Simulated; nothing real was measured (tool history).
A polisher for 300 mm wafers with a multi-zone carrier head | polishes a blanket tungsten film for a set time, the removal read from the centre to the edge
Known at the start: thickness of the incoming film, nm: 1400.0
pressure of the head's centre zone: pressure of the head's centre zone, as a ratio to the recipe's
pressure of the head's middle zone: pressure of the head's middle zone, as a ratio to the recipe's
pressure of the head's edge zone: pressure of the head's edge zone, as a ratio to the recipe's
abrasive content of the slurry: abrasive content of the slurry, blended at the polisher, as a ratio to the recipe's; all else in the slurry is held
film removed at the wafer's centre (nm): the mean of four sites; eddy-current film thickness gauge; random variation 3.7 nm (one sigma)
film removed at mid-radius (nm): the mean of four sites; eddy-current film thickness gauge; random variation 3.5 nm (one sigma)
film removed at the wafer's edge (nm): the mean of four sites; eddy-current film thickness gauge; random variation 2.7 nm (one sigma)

run,day,flow of slurry (ml/min),pressure of the head's centre zone,pressure of the head's middle zone,pressure of the head's edge zone,abrasive content of the slurry,polishing time (s),film removed at the wafer's centre (nm),film removed at mid-radius (nm),film removed at the wafer's edge (nm)
1,0,185,1,1,1,1,85,338.86,353.42,350.38
2,0.096,195,1.01,1.02,1.02,1,85,350.06,358.89,356.37
3,0.454,195,0.93,1.02,1.02,1,85,320.82,357.36,353.42
4,0.55,205,0.94,1.05,1.03,1.05,85,325.79,373.09,365.96
5,0.912,215,0.96,1.07,1.03,1.05,85,345.04,383.4,364.38
6,1.233,215,0.96,1.07,1.08,1.05,85,340.98,377.42,371.33
7,1.504,220,0.97,1.09,1.08,1.05,85,343.93,385.38,374
8,1.642,225,0.98,1.11,1.08,1.05,85,348.14,388.26,370.15

The next listed run, before its measurement:
9,2.008,230,0.98,1.12,1.08,1.1,85,?,?,?

film removed at the wafer's centre (nm): 352.62
film removed at mid-radius (nm): 400.94
film removed at the wafer's edge (nm): 371.7
